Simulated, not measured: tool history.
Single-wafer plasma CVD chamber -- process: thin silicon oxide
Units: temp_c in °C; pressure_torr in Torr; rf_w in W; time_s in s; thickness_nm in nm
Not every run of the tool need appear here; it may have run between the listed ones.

Run 1, hour 0.0: temp_c 380 °C, pressure_torr 0.995 Torr, rf_w 260 W, time_s 13.3 s. Result: thickness_nm 27.804 nm.
Run 2, hour 3.0: temp_c 380 °C, pressure_torr 1.035 Torr, rf_w 260 W, time_s 13.3 s. Result: thickness_nm 28.870 nm.
Run 3, hour 11.2: temp_c 380 °C, pressure_torr 1.035 Torr, rf_w 260 W, time_s 13.7 s. Result: thickness_nm 29.586 nm.
Run 4, hour 17.5: temp_c 388 °C, pressure_torr 1.035 Torr, rf_w 260 W, time_s 13.7 s. Result: thickness_nm 29.539 nm.
Run 5, hour 20.6: temp_c 388 °C, pressure_torr 1.035 Torr, rf_w 260 W, time_s 13.3 s. Result: thickness_nm 28.588 nm.
Run 6, hour 27.4: temp_c 388 °C, pressure_torr 1.068 Torr, rf_w 260 W, time_s 13.3 s. Result: thickness_nm 29.768 nm.
Run 7, hour 33.1: temp_c 388 °C, pressure_torr 1.087 Torr, rf_w 260 W, time_s 13.3 s. Result: thickness_nm 29.892 nm.
Run 8, hour 36.4: temp_c 388 °C, pressure_torr 1.108 Torr, rf_w 260 W, time_s 13.3 s. Result: thickness_nm 30.417 nm.

The next listed run, before its measurement:
Run 9, hour 39.3: temp_c 388 °C, pressure_torr 1.125 Torr, rf_w 260 W, time_s 13.3 s. Result: thickness_nm ?.

{"run 9": {"thickness_nm": 30.804}}

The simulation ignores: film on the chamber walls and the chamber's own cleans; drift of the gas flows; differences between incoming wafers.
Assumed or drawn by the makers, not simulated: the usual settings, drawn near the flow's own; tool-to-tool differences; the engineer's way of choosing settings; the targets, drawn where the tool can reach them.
